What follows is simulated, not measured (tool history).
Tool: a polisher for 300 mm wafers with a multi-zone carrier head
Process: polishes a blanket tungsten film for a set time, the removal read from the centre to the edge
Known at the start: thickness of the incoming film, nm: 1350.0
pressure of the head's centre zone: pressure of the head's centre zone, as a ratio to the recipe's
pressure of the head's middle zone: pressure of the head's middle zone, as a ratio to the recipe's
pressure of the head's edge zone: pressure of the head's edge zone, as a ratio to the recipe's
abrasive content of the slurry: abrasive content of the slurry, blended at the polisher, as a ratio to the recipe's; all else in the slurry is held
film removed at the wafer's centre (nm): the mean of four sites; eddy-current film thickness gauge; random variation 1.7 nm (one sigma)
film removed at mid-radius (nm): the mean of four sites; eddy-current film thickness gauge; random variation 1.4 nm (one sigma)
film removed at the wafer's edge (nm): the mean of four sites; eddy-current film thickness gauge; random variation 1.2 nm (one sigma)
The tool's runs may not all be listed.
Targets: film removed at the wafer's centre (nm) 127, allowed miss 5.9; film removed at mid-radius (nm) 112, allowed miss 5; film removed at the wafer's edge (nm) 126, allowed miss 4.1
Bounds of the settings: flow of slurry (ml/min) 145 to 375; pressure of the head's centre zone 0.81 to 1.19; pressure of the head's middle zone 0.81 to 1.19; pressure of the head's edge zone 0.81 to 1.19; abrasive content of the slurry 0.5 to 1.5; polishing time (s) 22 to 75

run	hour	flow of slurry (ml/min)	pressure of the head's centre zone	pressure of the head's middle zone	pressure of the head's edge zone	abrasive content of the slurry	polishing time (s)	film removed at the wafer's centre (nm)	film removed at mid-radius (nm)	film removed at the wafer's edge (nm)
1	0	240	1	1	1	1	48	197.08	195.17	200.36
2	0.8	235	1	0.97	0.98	0.9	45	174.25	171.46	182.1
3	1.4	235	1	0.9	0.98	0.9	45	180.33	164.01	182.64
4	9.8	235	1	0.9	0.98	0.7	45	166.44	148.66	168.45
5	16	235	1	0.9	0.98	0.5	45	149.48	140.06	155.64
6	22.1	230	1	0.89	0.96	0.5	44	147.63	134.87	150.33
7	30.4	225	0.99	0.88	0.94	0.5	43	139.58	129.26	144.67
8	38.9	220	0.99	0.87	0.92	0.5	42	136.06	124.72	137.5
9	47.9	215	0.99	0.86	0.91	0.5	42	137.23	124.54	138.2
10	51.9	210	0.99	0.85	0.9	0.5	42	138.1	124.15	137.23
11	57.4	210	0.99	0.84	0.9	0.5	41	132.91	119.79	133.63
12	60.7	210	0.99	0.83	0.9	0.5	41	131.1	119.55	134.92
13	67	210	0.99	0.83	0.89	0.5	41	129.47	118.27	132.35

Which of these 4 next moves meets every target?
A	73.3	265	0.98	0.81	0.88	0.55	37	?	?	?
B	73.3	215	0.93	0.81	0.92	0.65	39	?	?	?
C	73.3	160	0.91	0.88	0.95	0.5	44	?	?	?
D	73.3	165	1.03	0.81	1.03	0.55	40	?	?	?

move	film removed at the wafer's centre (nm)	film removed at mid-radius (nm)	film removed at the wafer's edge (nm)
A	127.34	111.98	124.68
B	132.03	121.04	138.39
C	130.97	129.2	143.44
D	134.79	114.77	140.04
A: meets every target
B: further off than the last run
C: further off than the last run
D: further off than the last run
The right move is A.
